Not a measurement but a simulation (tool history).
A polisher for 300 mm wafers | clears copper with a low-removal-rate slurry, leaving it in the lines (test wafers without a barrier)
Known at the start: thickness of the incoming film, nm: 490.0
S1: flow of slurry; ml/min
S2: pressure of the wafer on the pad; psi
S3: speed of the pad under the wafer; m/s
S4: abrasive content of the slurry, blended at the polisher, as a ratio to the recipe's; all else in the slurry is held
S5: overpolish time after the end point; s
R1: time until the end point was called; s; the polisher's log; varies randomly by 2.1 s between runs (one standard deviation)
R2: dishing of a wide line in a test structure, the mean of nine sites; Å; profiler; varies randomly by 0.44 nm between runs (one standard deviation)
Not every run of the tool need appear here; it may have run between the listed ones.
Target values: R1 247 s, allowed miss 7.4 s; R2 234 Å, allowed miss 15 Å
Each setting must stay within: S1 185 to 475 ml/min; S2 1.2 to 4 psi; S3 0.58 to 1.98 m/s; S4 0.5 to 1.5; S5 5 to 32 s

run  hour   S1   S2    S3  S4  S5      R1      R2
  1     0  305  2.6  1.28   1  16  180.15     321
  2   5.4  305  2.4  1.28   1  16  192.03     310
  3   7.6  305  2.2  1.28   1  16  208.94  288.23
  4  16.1  305  2.1  1.28   1  16  221.41  280.73
  5  22.8  305  1.6  1.28   1  16  288.27  215.55
  6  23.4  305  1.2  1.28   1  16  385.51  163.61
  7  32.1  305  1.4  1.28   1  16  325.76  192.49
  8  40.6  305  1.6  1.28   1  16  284.87  206.84
  9  44.9  305  1.7  1.28   1  16  269.55  231.17
 10  47.5  305  1.7  1.28   1  16  272.89  217.13

Exactly one of the 5 candidate moves below puts every result within its allowed miss. Which one?
  A  50.1  185  1.5  1.48   0.9  15   ?   ?
  B  50.1  295  1.8  1.32   1.1  15   ?   ?
  C  50.1  305  2.3  0.74     1  16   ?   ?
  D  50.1  230    2   0.8  1.25  15   ?   ?
  E  50.1  255  1.6  1.34  1.05  17   ?   ?

move      R1      R2
   A  299.54  192.63
   B  243.92  234.16
   C  282.68  219.03
   D  302.43  192.89
   E  277.62  232.05
A: its largest miss is bigger than the last run's
B: all results in spec
C: its largest miss is bigger than the last run's
D: its largest miss is bigger than the last run's
E: its largest miss is bigger than the last run's
Move B is the one to make.
